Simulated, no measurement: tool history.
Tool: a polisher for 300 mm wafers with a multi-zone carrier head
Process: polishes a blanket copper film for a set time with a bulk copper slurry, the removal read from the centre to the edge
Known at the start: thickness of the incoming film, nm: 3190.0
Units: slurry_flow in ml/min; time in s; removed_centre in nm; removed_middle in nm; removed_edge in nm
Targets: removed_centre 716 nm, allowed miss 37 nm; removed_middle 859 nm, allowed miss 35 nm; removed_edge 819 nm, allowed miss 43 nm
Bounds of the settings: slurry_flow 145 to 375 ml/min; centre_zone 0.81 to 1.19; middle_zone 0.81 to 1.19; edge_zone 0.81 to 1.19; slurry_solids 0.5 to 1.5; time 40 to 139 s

| run | hour | slurry_flow | centre_zone | middle_zone | edge_zone | slurry_solids | time | removed_centre | removed_middle | removed_edge |
|---|---|---|---|---|---|---|---|---|---|---|
| 1 | 0 | 240 | 1 | 1 | 1 | 1 | 89 | 717.1 | 701.15 | 707.81 |
| 2 | 2.1 | 185 | 1 | 1 | 1 | 1 | 89 | 653.59 | 669.99 | 655.85 |
| 3 | 8.7 | 185 | 1 | 1 | 1.05 | 1 | 89 | 657.1 | 674.99 | 698.41 |
| 4 | 9.6 | 185 | 1 | 1 | 1.05 | 1 | 106 | 793.6 | 804.63 | 833.09 |
| 5 | 13.9 | 180 | 0.99 | 1.01 | 1.05 | 1 | 106 | 776.61 | 784.17 | 812.96 |
| 6 | 15.9 | 175 | 0.98 | 1.03 | 1.06 | 1.05 | 106 | 767.76 | 809.75 | 816.16 |
| 7 | 19.3 | 175 | 0.98 | 1.03 | 1.06 | 1.05 | 106 | 782.68 | 790.86 | 846 |
| 8 | 22.8 | 170 | 0.96 | 1.05 | 1.05 | 1 | 108 | 729.72 | 822.08 | 844.85 |
| 9 | 30.4 | 170 | 0.96 | 1.06 | 1.04 | 1 | 108 | 751.63 | 836.54 | 816.61 |

4 next moves are on the table. One of them brings every result within its allowed miss. Which?
| A | 38 | 145 | 1.05 | 1.07 | 1.14 | 1.05 | 103 | ? | ? | ? |
| B | 38 | 145 | 1.06 | 1.08 | 1.13 | 1 | 108 | ? | ? | ? |
| C | 38 | 170 | 0.93 | 1.12 | 1.01 | 0.85 | 112 | ? | ? | ? |
| D | 38 | 265 | 1.03 | 1.09 | 1.04 | 0.95 | 101 | ? | ? | ? |

| move | removed_centre | removed_middle | removed_edge |
|---|---|---|---|
| A | 754.75 | 773.74 | 794.46 |
| B | 786.79 | 804.18 | 817.33 |
| C | 706.12 | 841.85 | 789.79 |
| D | 791.29 | 827.45 | 786.95 |
A: further off than the last run
B: further off than the last run
C: meets every target
D: further off than the last run
Answer: C
